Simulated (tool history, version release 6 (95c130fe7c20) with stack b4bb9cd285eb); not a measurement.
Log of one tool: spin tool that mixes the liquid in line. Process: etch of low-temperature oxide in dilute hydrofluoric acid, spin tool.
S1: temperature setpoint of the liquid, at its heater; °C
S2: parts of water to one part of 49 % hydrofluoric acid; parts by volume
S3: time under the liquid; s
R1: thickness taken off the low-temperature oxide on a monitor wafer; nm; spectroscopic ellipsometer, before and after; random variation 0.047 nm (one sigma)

run 1 hour=0 | S1=23 S2=75 S3=30 | R1=8.1044
run 2 hour=4.2 | S1=22 S2=75 S3=30 | R1=7.7776
run 3 hour=10.5 | S1=22 S2=75 S3=30 | R1=7.831
run 4 hour=16.4 | S1=22 S2=75 S3=30 | R1=7.7214
run 5 hour=18.3 | S1=20.5 S2=75 S3=30 | R1=7.3272
run 6 hour=26.8 | S1=20.5 S2=75 S3=20 | R1=4.8963
run 7 hour=28.4 | S1=21 S2=75 S3=20 | R1=4.9868
run 8 hour=29.9 | S1=21.5 S2=75 S3=20 | R1=5.0871
run 9 hour=38.1 | S1=22 S2=75 S3=20 | R1=5.1388
run 10 hour=40.1 | S1=23 S2=75 S3=20 | R1=5.4016

The next listed run, before its measurement:
run 11 hour=48.6 | S1=23.5 S2=75 S3=20 | R1=?

{"run 11": {"R1": 5.4847}}
